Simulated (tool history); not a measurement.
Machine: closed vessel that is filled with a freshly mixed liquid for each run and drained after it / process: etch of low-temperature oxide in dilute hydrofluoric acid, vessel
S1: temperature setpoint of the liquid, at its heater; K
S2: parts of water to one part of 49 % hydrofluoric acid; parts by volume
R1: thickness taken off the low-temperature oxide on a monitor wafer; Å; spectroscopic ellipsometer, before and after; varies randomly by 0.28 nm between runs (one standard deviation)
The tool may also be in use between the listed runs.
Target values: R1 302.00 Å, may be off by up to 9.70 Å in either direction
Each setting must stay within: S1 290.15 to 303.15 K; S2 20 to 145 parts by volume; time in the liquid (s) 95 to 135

{"run": 1, "hour": 0.0, "S1": 295.15, "S2": 80, "time in the liquid (s)": 135, "R1": 150.19}
{"run": 2, "hour": 4.7, "S1": 295.15, "S2": 105, "time in the liquid (s)": 135, "R1": 111.52}
{"run": 3, "hour": 12.0, "S1": 297.65, "S2": 85, "time in the liquid (s)": 135, "R1": 155.05}
{"run": 4, "hour": 19.6, "S1": 297.65, "S2": 100, "time in the liquid (s)": 135, "R1": 129.56}
{"run": 5, "hour": 24.4, "S1": 297.65, "S2": 80, "time in the liquid (s)": 135, "R1": 165.52}
{"run": 6, "hour": 31.7, "S1": 299.15, "S2": 70, "time in the liquid (s)": 135, "R1": 204.95}
{"run": 7, "hour": 35.8, "S1": 300.65, "S2": 65, "time in the liquid (s)": 135, "R1": 237.41}
{"run": 8, "hour": 42.6, "S1": 303.15, "S2": 55, "time in the liquid (s)": 135, "R1": 315.27}

4 next moves are on the table. One of them brings every result within its allowed miss. Which?
{"run": "A", "hour": 49.4, "S1": 303.15, "S2": 55, "time in the liquid (s)": 130, "R1": "?"}
{"run": "B", "hour": 49.4, "S1": 303.15, "S2": 50, "time in the liquid (s)": 125, "R1": "?"}
{"run": "C", "hour": 49.4, "S1": 303.15, "S2": 60, "time in the liquid (s)": 135, "R1": "?"}
{"run": "D", "hour": 49.4, "S1": 303.15, "S2": 60, "time in the liquid (s)": 130, "R1": "?"}

move=A R1=300.98
move=B R1=320.99
move=C R1=284.17
move=D R1=273.64
A: each result inside its tolerance
B: misses by more than the last run did
C: carries the result that was furthest off beyond its target, to the other side
D: carries the result that was furthest off beyond its target, to the other side
Correct choice: A, which meets every target
